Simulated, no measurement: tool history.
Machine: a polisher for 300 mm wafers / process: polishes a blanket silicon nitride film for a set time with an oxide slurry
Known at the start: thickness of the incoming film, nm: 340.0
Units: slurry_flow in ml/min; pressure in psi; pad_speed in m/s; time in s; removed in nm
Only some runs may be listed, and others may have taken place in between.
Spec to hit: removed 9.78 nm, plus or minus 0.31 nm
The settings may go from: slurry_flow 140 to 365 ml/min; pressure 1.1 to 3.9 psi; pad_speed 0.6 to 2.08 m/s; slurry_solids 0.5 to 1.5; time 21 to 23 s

Run 1, day 0: slurry_flow 235 ml/min, pressure 2.5 psi, pad_speed 1.34 m/s, slurry_solids 1, time 23 s. Result: removed 12.871 nm.
Run 2, day 0.217: slurry_flow 235 ml/min, pressure 2.4 psi, pad_speed 1.34 m/s, slurry_solids 1, time 23 s. Result: removed 12.317 nm.
Run 3, day 0.462: slurry_flow 235 ml/min, pressure 2.3 psi, pad_speed 1.34 m/s, slurry_solids 1, time 23 s. Result: removed 12.105 nm.
Run 4, day 0.762: slurry_flow 235 ml/min, pressure 2.3 psi, pad_speed 1.34 m/s, slurry_solids 1, time 21 s. Result: removed 10.901 nm.
Run 5, day 0.975: slurry_flow 235 ml/min, pressure 2.3 psi, pad_speed 1.34 m/s, slurry_solids 1, time 21 s. Result: removed 11.152 nm.
Run 6, day 1.208: slurry_flow 235 ml/min, pressure 2.6 psi, pad_speed 1.34 m/s, slurry_solids 1, time 21 s. Result: removed 12.195 nm.
Run 7, day 1.479: slurry_flow 235 ml/min, pressure 2.5 psi, pad_speed 1.34 m/s, slurry_solids 1, time 21 s. Result: removed 11.692 nm.
Run 8, day 1.675: slurry_flow 235 ml/min, pressure 2.4 psi, pad_speed 1.34 m/s, slurry_solids 1, time 21 s. Result: removed 11.295 nm.
Run 9, day 1.729: slurry_flow 230 ml/min, pressure 2.2 psi, pad_speed 1.34 m/s, slurry_solids 1, time 21 s. Result: removed 10.288 nm.
Run 10, day 1.838: slurry_flow 225 ml/min, pressure 2.2 psi, pad_speed 1.34 m/s, slurry_solids 1, time 21 s. Result: removed 10.487 nm.
Run 11, day 2.117: slurry_flow 220 ml/min, pressure 2.2 psi, pad_speed 1.34 m/s, slurry_solids 1, time 21 s. Result: removed 10.438 nm.
Run 12, day 2.325: slurry_flow 220 ml/min, pressure 2.2 psi, pad_speed 1.34 m/s, slurry_solids 1, time 21 s. Result: removed 10.325 nm.
At day 2.55: slurry blender recalibrated.
Run 13, day 2.55: slurry_flow 215 ml/min, pressure 2.2 psi, pad_speed 1.34 m/s, slurry_solids 1, time 21 s. Result: removed 12.478 nm.
Run 14, day 2.671: slurry_flow 220 ml/min, pressure 2.2 psi, pad_speed 1.34 m/s, slurry_solids 1, time 21 s. Result: removed 12.695 nm.
Run 15, day 2.825: slurry_flow 225 ml/min, pressure 2.2 psi, pad_speed 1.34 m/s, slurry_solids 1, time 21 s. Result: removed 12.56 nm.

4 candidate next runs follow, results not yet known. Just one meets every target within its allowed miss. Identify it.
Run A, day 2.979: slurry_flow 145 ml/min, pressure 2.3 psi, pad_speed 1.04 m/s, slurry_solids 0.75, time 22 s. Result: removed ?.
Run B, day 2.979: slurry_flow 275 ml/min, pressure 2.9 psi, pad_speed 0.72 m/s, slurry_solids 1.1, time 21 s. Result: removed ?.
Run C, day 2.979: slurry_flow 300 ml/min, pressure 2.3 psi, pad_speed 0.92 m/s, slurry_solids 0.85, time 21 s. Result: removed ?.
Run D, day 2.979: slurry_flow 365 ml/min, pressure 3.2 psi, pad_speed 0.66 m/s, slurry_solids 0.9, time 21 s. Result: removed ?.

move  removed
   A   9.2437
   B   10.428
   C   9.1847
   D   9.8256
A: takes the biggest miss from the last run beyond its target
B: moves toward the targets from the last run without getting all of them in spec
C: takes the biggest miss from the last run beyond its target
D: all results in spec
The right move is D.
